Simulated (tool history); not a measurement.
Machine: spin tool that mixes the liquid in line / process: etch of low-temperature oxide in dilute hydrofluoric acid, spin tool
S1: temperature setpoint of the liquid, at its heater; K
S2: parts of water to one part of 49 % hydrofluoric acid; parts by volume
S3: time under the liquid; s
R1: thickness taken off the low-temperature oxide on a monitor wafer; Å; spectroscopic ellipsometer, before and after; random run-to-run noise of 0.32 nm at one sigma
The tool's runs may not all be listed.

Run 1, hour 0.0: S1 294.15 K, S2 55 parts by volume, S3 90 s. Result: R1 216.00 Å.
Run 2, hour 1.7: S1 295.65 K, S2 50 parts by volume, S3 90 s. Result: R1 256.36 Å.
Run 3, hour 3.8: S1 295.65 K, S2 50 parts by volume, S3 70 s. Result: R1 196.89 Å.
Run 4, hour 10.2: S1 293.65 K, S2 50 parts by volume, S3 70 s. Result: R1 180.21 Å.
Run 5, hour 14.3: S1 293.65 K, S2 70 parts by volume, S3 70 s. Result: R1 126.42 Å.
Run 6, hour 18.8: S1 293.65 K, S2 50 parts by volume, S3 70 s. Result: R1 180.19 Å.
Run 7, hour 22.5: S1 295.15 K, S2 45 parts by volume, S3 75 s. Result: R1 233.40 Å.
Run 8, hour 26.4: S1 296.15 K, S2 40 parts by volume, S3 75 s. Result: R1 273.05 Å.
Run 9, hour 31.9: S1 296.15 K, S2 40 parts by volume, S3 75 s. Result: R1 274.74 Å.
Run 10, hour 36.7: S1 297.15 K, S2 35 parts by volume, S3 75 s. Result: R1 330.30 Å.
Run 11, hour 43.4: S1 298.15 K, S2 35 parts by volume, S3 75 s. Result: R1 344.96 Å.
Run 12, hour 47.2: S1 302.15 K, S2 20 parts by volume, S3 90 s. Result: R1 863.97 Å.
Run 13, hour 55.4: S1 301.65 K, S2 20 parts by volume, S3 90 s. Result: R1 843.20 Å.
Run 14, hour 57.2: S1 301.15 K, S2 20 parts by volume, S3 90 s. Result: R1 824.80 Å.
Run 15, hour 64.0: S1 300.65 K, S2 20 parts by volume, S3 90 s. Result: R1 811.53 Å.
Run 16, hour 67.6: S1 300.15 K, S2 20 parts by volume, S3 90 s. Result: R1 801.08 Å.
Run 17, hour 72.5: S1 299.65 K, S2 20 parts by volume, S3 90 s. Result: R1 778.86 Å.
Run 18, hour 75.1: S1 299.15 K, S2 20 parts by volume, S3 90 s. Result: R1 766.67 Å.
Run 19, hour 84.1: S1 298.65 K, S2 20 parts by volume, S3 90 s. Result: R1 742.38 Å.
Run 20, hour 91.4: S1 298.15 K, S2 20 parts by volume, S3 90 s. Result: R1 724.18 Å.

For run 21, what comes out?
Run 21, hour 96.8: S1 297.65 K, S2 20 parts by volume, S3 90 s. Result: R1 ?.

R1: 713.72 Å
